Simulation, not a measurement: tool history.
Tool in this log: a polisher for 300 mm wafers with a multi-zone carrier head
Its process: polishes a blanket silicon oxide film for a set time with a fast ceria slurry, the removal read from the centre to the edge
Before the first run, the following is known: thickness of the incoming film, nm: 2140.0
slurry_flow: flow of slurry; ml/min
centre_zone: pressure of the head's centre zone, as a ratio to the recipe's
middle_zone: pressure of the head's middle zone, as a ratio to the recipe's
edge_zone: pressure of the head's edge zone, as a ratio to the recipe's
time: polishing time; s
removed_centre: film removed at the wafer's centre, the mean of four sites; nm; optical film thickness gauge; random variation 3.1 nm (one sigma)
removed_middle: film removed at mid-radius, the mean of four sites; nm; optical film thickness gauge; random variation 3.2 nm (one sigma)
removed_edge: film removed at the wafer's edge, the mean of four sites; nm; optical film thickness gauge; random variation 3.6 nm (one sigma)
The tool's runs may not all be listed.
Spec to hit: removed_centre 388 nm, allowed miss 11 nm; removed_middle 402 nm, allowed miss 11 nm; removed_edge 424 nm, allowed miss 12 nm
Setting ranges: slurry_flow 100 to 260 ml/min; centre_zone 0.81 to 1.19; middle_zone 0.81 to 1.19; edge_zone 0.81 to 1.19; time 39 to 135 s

| run | day | slurry_flow | centre_zone | middle_zone | edge_zone | time | removed_centre | removed_middle | removed_edge |
|---|---|---|---|---|---|---|---|---|---|
| 1 | 0 | 165 | 1 | 1 | 1 | 87 | 615.86 | 623.49 | 612.74 |
| 2 | 0.079 | 165 | 1 | 1.04 | 1 | 87 | 608.78 | 648.25 | 610.23 |
| 3 | 0.225 | 165 | 1 | 1.08 | 1 | 87 | 616.64 | 661.66 | 608.44 |
| 4 | 0.425 | 165 | 1 | 1.15 | 1 | 87 | 599.43 | 696.47 | 602.28 |
| 5 | 0.5 | 165 | 1 | 1.15 | 0.96 | 87 | 615.46 | 705.43 | 600.78 |
| 6 | 0.654 | 165 | 1 | 1.15 | 1 | 87 | 606.85 | 698.07 | 598.77 |
| 7 | 0.967 | 160 | 1 | 1.13 | 1.01 | 84 | 586.82 | 660.97 | 583.7 |
| 8 | 1.1 | 155 | 0.99 | 1.11 | 1.01 | 81 | 554.7 | 615.76 | 562.46 |
| 9 | 1.342 | 155 | 0.98 | 1.1 | 1 | 79 | 538.43 | 610.65 | 544.22 |

Which of these 5 next moves meets every target?
| A | 1.583 | 165 | 1.14 | 1.01 | 0.97 | 108 | ? | ? | ? |
| B | 1.583 | 150 | 0.96 | 0.96 | 1.09 | 59 | ? | ? | ? |
| C | 1.583 | 140 | 0.95 | 1.05 | 1.05 | 74 | ? | ? | ? |
| D | 1.583 | 145 | 0.99 | 0.81 | 1.1 | 64 | ? | ? | ? |
| E | 1.583 | 140 | 0.87 | 1.1 | 1.04 | 54 | ? | ? | ? |

| move | removed_centre | removed_middle | removed_edge |
|---|---|---|---|
| A | 875.64 | 774.2 | 745.42 |
| B | 393.56 | 397.82 | 425.49 |
| C | 480.35 | 530.06 | 517.47 |
| D | 436.25 | 372.16 | 462.17 |
| E | 320.88 | 402.64 | 375.59 |
A: moves away from the targets compared with the last run
B: all results land within tolerance of their targets
C: nearer the targets than the last run, but a result is still out of spec
D: pushes the last run's worst result past its target
E: corrects the largest miss of the last run, while another result sits out of spec
Move B is the one to make.

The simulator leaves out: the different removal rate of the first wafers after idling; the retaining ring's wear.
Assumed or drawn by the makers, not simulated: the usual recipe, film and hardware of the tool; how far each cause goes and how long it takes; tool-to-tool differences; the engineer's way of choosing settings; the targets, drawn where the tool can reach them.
